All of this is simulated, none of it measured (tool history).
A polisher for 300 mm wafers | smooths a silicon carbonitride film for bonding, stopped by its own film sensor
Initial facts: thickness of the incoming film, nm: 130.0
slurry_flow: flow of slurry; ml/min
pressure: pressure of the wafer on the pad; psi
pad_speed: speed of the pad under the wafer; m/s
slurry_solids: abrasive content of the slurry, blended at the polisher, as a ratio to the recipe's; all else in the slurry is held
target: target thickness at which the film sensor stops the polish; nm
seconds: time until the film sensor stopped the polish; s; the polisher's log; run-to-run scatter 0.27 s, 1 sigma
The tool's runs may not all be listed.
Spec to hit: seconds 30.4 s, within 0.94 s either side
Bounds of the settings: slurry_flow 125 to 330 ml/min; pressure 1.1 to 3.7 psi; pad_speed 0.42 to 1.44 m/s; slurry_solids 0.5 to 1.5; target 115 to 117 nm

run 1 hour=0 | slurry_flow=210 pressure=2.4 pad_speed=0.92 slurry_solids=1 target=115 | seconds=61.532
run 2 hour=0.5 | slurry_flow=210 pressure=2.4 pad_speed=0.92 slurry_solids=0.8 target=115 | seconds=68.762
run 3 hour=6.3 | slurry_flow=210 pressure=2.4 pad_speed=0.92 slurry_solids=0.95 target=115 | seconds=62.744
run 4 hour=11.7 | slurry_flow=260 pressure=2.4 pad_speed=0.92 slurry_solids=0.95 target=115 | seconds=61.805
run 5 hour=15.8 | slurry_flow=260 pressure=2.4 pad_speed=0.92 slurry_solids=0.75 target=115 | seconds=68.659
run 6 hour=16.3 | slurry_flow=260 pressure=2.6 pad_speed=0.96 slurry_solids=0.75 target=115 | seconds=61.351
run 7 hour=25.2 | slurry_flow=260 pressure=2.7 pad_speed=1 slurry_solids=0.75 target=115 | seconds=57.635
run 8 hour=34 | slurry_flow=260 pressure=2.8 pad_speed=1.04 slurry_solids=0.75 target=115 | seconds=53.96
run 9 hour=41.7 | slurry_flow=260 pressure=2.9 pad_speed=1.08 slurry_solids=0.75 target=115 | seconds=50.251
run 10 hour=46.8 | slurry_flow=260 pressure=3 pad_speed=1.12 slurry_solids=0.75 target=115 | seconds=47.907
run 11 hour=50.4 | slurry_flow=260 pressure=3.1 pad_speed=1.16 slurry_solids=0.75 target=115 | seconds=44.772
run 12 hour=57.7 | slurry_flow=260 pressure=3.2 pad_speed=1.18 slurry_solids=0.75 target=115 | seconds=42.682
run 13 hour=59.3 | slurry_flow=260 pressure=3.3 pad_speed=1.2 slurry_solids=0.75 target=115 | seconds=41.333

Exercise: of the 4 proposed moves below, exactly one satisfies all targets within the stated allowed misses. Which move is it?
run A hour=60.9 | slurry_flow=290 pressure=3.6 pad_speed=1.2 slurry_solids=1 target=116 | seconds=?
run B hour=60.9 | slurry_flow=265 pressure=3.4 pad_speed=1.28 slurry_solids=0.75 target=116 | seconds=?
run C hour=60.9 | slurry_flow=250 pressure=3.5 pad_speed=1.22 slurry_solids=0.85 target=115 | seconds=?
run D hour=60.9 | slurry_flow=245 pressure=3.7 pad_speed=1.34 slurry_solids=0.85 target=117 | seconds=?

move=A seconds=31.103
move=B seconds=35.996
move=C seconds=36.907
move=D seconds=28.311
A: all results land within tolerance of their targets
B: moves toward the targets from the last run without getting all of them in spec
C: moves toward the targets from the last run without getting all of them in spec
D: takes the result that was furthest off past its target
A meets every target.
